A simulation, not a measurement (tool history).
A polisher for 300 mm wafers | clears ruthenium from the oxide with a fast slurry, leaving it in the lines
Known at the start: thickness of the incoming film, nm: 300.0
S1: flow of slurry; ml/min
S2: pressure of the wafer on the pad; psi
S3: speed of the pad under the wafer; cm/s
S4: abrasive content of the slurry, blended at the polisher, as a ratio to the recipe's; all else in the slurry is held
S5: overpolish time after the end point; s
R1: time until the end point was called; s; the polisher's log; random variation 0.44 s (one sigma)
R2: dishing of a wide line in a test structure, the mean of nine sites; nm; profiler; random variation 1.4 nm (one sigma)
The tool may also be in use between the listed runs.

run 1 hour=0 | S1=300 S2=3.2 S3=102 S4=1 S5=12 | R1=77.972 R2=35.641
run 2 hour=5.9 | S1=300 S2=3.6 S3=102 S4=1 S5=13 | R1=68.568 R2=43.755
run 3 hour=10 | S1=300 S2=3.9 S3=102 S4=1 S5=14 | R1=64.013 R2=46.789
run 4 hour=16.5 | S1=300 S2=3.9 S3=102 S4=1.1 S5=14 | R1=61.715 R2=49.511
run 5 hour=24.7 | S1=300 S2=3.9 S3=102 S4=1.1 S5=11 | R1=61.454 R2=41.329
run 6 hour=27.2 | S1=300 S2=4.1 S3=102 S4=1.1 S5=13 | R1=58.863 R2=49.347
run 7 hour=35.5 | S1=300 S2=4.3 S3=102 S4=1.1 S5=14 | R1=55.089 R2=52.186
-- hour=38.9 slurry nozzle cleaned
run 8 hour=38.9 | S1=300 S2=4.4 S3=102 S4=1.1 S5=15 | R1=53.404 R2=56.797

Run 9 comes next. What will it give?
run 9 hour=43.8 | S1=300 S2=4.4 S3=102 S4=1.1 S5=16 | R1=? R2=?

Run 9 gave R1 52.46 s, R2 57.865 nm.
